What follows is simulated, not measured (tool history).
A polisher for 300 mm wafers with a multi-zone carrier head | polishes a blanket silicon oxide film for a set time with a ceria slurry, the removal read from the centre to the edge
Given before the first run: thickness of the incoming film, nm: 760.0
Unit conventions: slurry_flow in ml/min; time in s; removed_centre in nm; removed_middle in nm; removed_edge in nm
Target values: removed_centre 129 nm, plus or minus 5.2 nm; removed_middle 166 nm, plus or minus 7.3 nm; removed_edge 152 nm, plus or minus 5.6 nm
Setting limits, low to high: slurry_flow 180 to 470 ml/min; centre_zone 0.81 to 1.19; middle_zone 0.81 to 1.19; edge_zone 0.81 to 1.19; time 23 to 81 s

run  hour  slurry_flow  centre_zone  middle_zone  edge_zone  time  removed_centre  removed_middle  removed_edge
  1     0          300            1            1          1    52          260.17          263.55        251.42
  2   8.4          290         0.95         1.01       0.99    46          219.87          235.05        221.39
  3  13.6          290         0.95         1.01       0.95    46           220.4          238.61        218.51
  4  16.8          290            1         1.01       0.95    46          230.29          230.85         217.2
  5  25.4          290         0.96         1.01       0.95    46          218.41          230.08        221.48
  6  30.9          315         0.96         1.01       0.95    46          221.62          233.88        220.04
  7  37.4          310         0.92         1.02       0.96    41           189.3           211.5        198.91
  8  46.2          310          0.9         1.03       0.96    38           174.8           202.6        181.24
  9  49.1          305         0.88         1.02          1    36          156.64           186.2        175.14
 10  49.8          305         0.87         1.02          1    34          145.69          171.09        166.72
 11  54.5          300         0.86         1.03       0.99    33          144.85          170.66         160.3

Exercise: of the 5 proposed moves below, exactly one satisfies all targets within the stated allowed misses. Which move is it?
  A  59.2          250         1.06         1.12       0.89    31               ?               ?             ?
  B  59.2          225         0.92         0.88       1.04    36               ?               ?             ?
  C  59.2          225         0.97         1.03       0.81    34               ?               ?             ?
  D  59.2          270         0.88         0.96       1.04    34               ?               ?             ?
  E  59.2          405         0.81         1.03       0.99    31               ?               ?             ?

move  removed_centre  removed_middle  removed_edge
   A          163.12           170.2        138.81
   B          161.91          159.56        172.64
   C          161.46          171.94        144.92
   D          149.41          165.15        165.21
   E          130.07          165.27        150.71
A: lands further from the targets than the last run did
B: lands further from the targets than the last run did
C: lands further from the targets than the last run did
D: lands further from the targets than the last run did
E: all results land within tolerance of their targets
So the answer is move E, the one that meets all the targets.
